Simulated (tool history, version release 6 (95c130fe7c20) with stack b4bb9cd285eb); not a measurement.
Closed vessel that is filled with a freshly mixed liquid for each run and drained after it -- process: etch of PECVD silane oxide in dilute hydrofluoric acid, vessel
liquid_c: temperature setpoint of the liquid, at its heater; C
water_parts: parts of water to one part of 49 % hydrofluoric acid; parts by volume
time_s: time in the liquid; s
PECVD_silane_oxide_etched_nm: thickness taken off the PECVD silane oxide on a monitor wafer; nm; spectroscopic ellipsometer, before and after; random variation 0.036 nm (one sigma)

Run 1, day 0: liquid_c 23 C, water_parts 110 parts by volume, time_s 65 s. Result: PECVD_silane_oxide_etched_nm 18.511 nm.
Run 2, day 0.046: liquid_c 21.5 C, water_parts 120 parts by volume, time_s 65 s. Result: PECVD_silane_oxide_etched_nm 15.815 nm.
Run 3, day 0.138: liquid_c 21.5 C, water_parts 150 parts by volume, time_s 65 s. Result: PECVD_silane_oxide_etched_nm 12.252 nm.
Run 4, day 0.458: liquid_c 21.5 C, water_parts 150 parts by volume, time_s 45 s. Result: PECVD_silane_oxide_etched_nm 8.4753 nm.
Run 5, day 0.729: liquid_c 23 C, water_parts 150 parts by volume, time_s 45 s. Result: PECVD_silane_oxide_etched_nm 8.9095 nm.
Run 6, day 1.054: liquid_c 23 C, water_parts 145 parts by volume, time_s 45 s. Result: PECVD_silane_oxide_etched_nm 9.3943 nm.

The next listed run, before its measurement:
Run 7, day 1.217: liquid_c 22.5 C, water_parts 145 parts by volume, time_s 45 s. Result: PECVD_silane_oxide_etched_nm ?.

{"run 7": {"PECVD_silane_oxide_etched_nm": 9.1616}}
